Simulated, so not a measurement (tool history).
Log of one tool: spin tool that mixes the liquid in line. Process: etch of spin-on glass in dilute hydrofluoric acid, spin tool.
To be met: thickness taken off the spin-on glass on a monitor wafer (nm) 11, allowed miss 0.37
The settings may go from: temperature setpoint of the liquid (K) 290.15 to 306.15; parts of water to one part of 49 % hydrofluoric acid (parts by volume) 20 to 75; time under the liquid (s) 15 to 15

run  hour  temperature setpoint of the liquid (K)  parts of water to one part of 49 % hydrofluoric acid (parts by volume)  time under the liquid (s)  thickness taken off the spin-on glass on a monitor wafer (nm)
  1     0                                  298.15                                                                      45                         15                                                         15.979
  2   8.4                                  298.15                                                                      60                         15                                                         11.872
  3   9.1                                  298.15                                                                      60                         15                                                         11.909
  4  11.2                                  301.65                                                                      60                         15                                                         13.562
  5  16.6                                  303.15                                                                      60                         15                                                         14.618
  6  22.6                                  302.15                                                                      60                         15                                                         14.044
  7  30.9                                  301.15                                                                      60                         15                                                         13.332
  8    38                                  297.15                                                                      60                         15                                                         11.514

4 next moves are on the table. One of them brings every result within its allowed miss. Which?
  A  45.1                                  295.65                                                                      55                         15                                                              ?
  B  45.1                                  293.65                                                                      55                         15                                                              ?
  C  45.1                                  297.65                                                                      60                         15                                                              ?
  D  45.1                                  293.15                                                                      50                         15                                                              ?

move  thickness taken off the spin-on glass on a monitor wafer (nm)
   A                                                         12.056
   B                                                         11.089
   C                                                          11.92
   D                                                         12.014
A: further off than the last run
B: meets every target
C: further off than the last run
D: further off than the last run
The right move is B.
